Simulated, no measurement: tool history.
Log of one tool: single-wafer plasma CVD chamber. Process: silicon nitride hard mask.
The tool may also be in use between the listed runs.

run,hour,heater temperature setpoint (deg C),chamber pressure (Torr),RF power (W),deposition time (s),mean film thickness on the monitor wafer (Å)
1,0,420,1.27,355,82.5,975.11
2,8.6,420,1.2,350,82.5,955.84
3,10.1,420,1.15,345,82.5,933.14
4,16.7,427,1.15,345,82.5,929.11
5,19.9,427,1.11,340,82.5,907.83
6,24.3,427,1.11,340,85,942.38
7,28.5,427,1.06,335,84.9,915.05

Run 8 has not been measured yet. What should we expect?
8,37,427,0.89,325,84.7,?

mean film thickness on the monitor wafer (Å): 836.6
